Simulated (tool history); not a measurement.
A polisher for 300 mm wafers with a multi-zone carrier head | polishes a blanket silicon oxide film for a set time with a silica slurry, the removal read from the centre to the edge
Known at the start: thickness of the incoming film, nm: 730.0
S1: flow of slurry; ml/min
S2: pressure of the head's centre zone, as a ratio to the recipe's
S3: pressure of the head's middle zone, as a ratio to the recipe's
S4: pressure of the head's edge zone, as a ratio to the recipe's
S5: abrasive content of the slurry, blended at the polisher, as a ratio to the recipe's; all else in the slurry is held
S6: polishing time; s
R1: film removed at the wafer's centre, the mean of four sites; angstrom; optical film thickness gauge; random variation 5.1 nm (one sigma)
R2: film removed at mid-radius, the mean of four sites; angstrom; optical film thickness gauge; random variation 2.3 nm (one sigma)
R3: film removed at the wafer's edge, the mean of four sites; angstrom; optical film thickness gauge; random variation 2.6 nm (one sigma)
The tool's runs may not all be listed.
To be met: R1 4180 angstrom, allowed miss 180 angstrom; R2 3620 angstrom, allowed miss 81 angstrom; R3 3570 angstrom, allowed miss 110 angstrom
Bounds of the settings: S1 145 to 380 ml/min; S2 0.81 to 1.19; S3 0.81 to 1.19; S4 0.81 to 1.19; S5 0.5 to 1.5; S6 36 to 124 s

{"run": 1, "day": 0.0, "S1": 245, "S2": 1, "S3": 1, "S4": 1, "S5": 1, "S6": 79, "R1": 3073.3, "R2": 3100.4, "R3": 3142.2}
{"run": 2, "day": 0.354, "S1": 245, "S2": 0.95, "S3": 1, "S4": 1, "S5": 1, "S6": 79, "R1": 2978.2, "R2": 3085.3, "R3": 3105.1}
{"run": 3, "day": 0.704, "S1": 260, "S2": 1, "S3": 1, "S4": 0.99, "S5": 1.05, "S6": 79, "R1": 3217, "R2": 3199.9, "R3": 3141.4}
{"run": 4, "day": 0.933, "S1": 260, "S2": 1, "S3": 1, "S4": 1.07, "S5": 1.05, "S6": 79, "R1": 3188.5, "R2": 3158.6, "R3": 3289.4}
{"run": 5, "day": 1.083, "S1": 260, "S2": 1, "S3": 0.96, "S4": 1.07, "S5": 1.05, "S6": 79, "R1": 3137.7, "R2": 3063.2, "R3": 3266.4}
{"run": 6, "day": 1.325, "S1": 270, "S2": 1.04, "S3": 0.98, "S4": 1.08, "S5": 1.05, "S6": 79, "R1": 3358.6, "R2": 3124.1, "R3": 3295}
{"run": 7, "day": 1.554, "S1": 335, "S2": 1.14, "S3": 1.08, "S4": 1.15, "S5": 1.1, "S6": 79, "R1": 3791.3, "R2": 3538.4, "R3": 3535.3}
{"run": 8, "day": 1.829, "S1": 340, "S2": 1.15, "S3": 1.08, "S4": 1.14, "S5": 1.1, "S6": 79, "R1": 3818.1, "R2": 3549.2, "R3": 3515.6}
{"run": 9, "day": 2.062, "S1": 340, "S2": 1.16, "S3": 1.07, "S4": 1.13, "S5": 1.1, "S6": 79, "R1": 3920.4, "R2": 3512.6, "R3": 3454.1}

Which of these 4 next moves meets every target?
{"run": "A", "day": 2.296, "S1": 315, "S2": 1.19, "S3": 1.06, "S4": 1.1, "S5": 1.45, "S6": 74, "R1": "?", "R2": "?", "R3": "?"}
{"run": "B", "day": 2.296, "S1": 365, "S2": 1.19, "S3": 1.1, "S4": 0.97, "S5": 0.95, "S6": 87, "R1": "?", "R2": "?", "R3": "?"}
{"run": "C", "day": 2.296, "S1": 305, "S2": 1.19, "S3": 0.98, "S4": 1.18, "S5": 1.3, "S6": 77, "R1": "?", "R2": "?", "R3": "?"}
{"run": "D", "day": 2.296, "S1": 325, "S2": 1.19, "S3": 0.97, "S4": 1.17, "S5": 1.1, "S6": 82, "R1": "?", "R2": "?", "R3": "?"}

move=A R1=4140.1 R2=3617.4 R3=3590.3
move=B R1=4136.1 R2=3725.4 R3=3388.4
move=C R1=4120.2 R2=3371 R3=3694.4
move=D R1=4119.7 R2=3340.3 R3=3674.5
A: meets every target
B: brings the result that was furthest off to its target, and leaves another outside
C: brings the result that was furthest off to its target, and leaves another outside
D: brings the result that was furthest off to its target, and leaves another outside
Move A is the one to make.

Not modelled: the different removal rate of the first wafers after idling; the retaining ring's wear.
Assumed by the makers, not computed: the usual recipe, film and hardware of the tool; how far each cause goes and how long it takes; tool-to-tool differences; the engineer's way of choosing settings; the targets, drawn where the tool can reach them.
